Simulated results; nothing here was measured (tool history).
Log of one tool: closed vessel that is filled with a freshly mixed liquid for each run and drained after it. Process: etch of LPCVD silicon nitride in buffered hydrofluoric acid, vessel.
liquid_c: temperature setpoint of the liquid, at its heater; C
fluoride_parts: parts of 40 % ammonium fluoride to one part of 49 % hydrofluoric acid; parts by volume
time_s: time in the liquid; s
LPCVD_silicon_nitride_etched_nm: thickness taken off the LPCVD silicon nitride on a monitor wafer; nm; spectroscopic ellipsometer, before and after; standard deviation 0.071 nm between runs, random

run,hour,liquid_c,fluoride_parts,time_s,LPCVD_silicon_nitride_etched_nm
1,0,20,17.5,2665,19.581
2,7.5,21.5,17.5,2665,21.251
3,12.1,25,17.5,2665,25.528
4,18.2,23.5,18,2665,23.031
5,25.2,22.5,18.5,2665,21.13
6,30.7,21.5,19,2665,19.634
7,37.6,20.5,19.5,2665,17.939
8,39.6,20,19.5,2665,17.505
9,48.2,19.5,19.5,2665,17.095

Run 10 has not been measured yet. What should we expect?
10,55.4,19,19.5,2665,?

{"run 10": {"LPCVD_silicon_nitride_etched_nm": 16.499}}

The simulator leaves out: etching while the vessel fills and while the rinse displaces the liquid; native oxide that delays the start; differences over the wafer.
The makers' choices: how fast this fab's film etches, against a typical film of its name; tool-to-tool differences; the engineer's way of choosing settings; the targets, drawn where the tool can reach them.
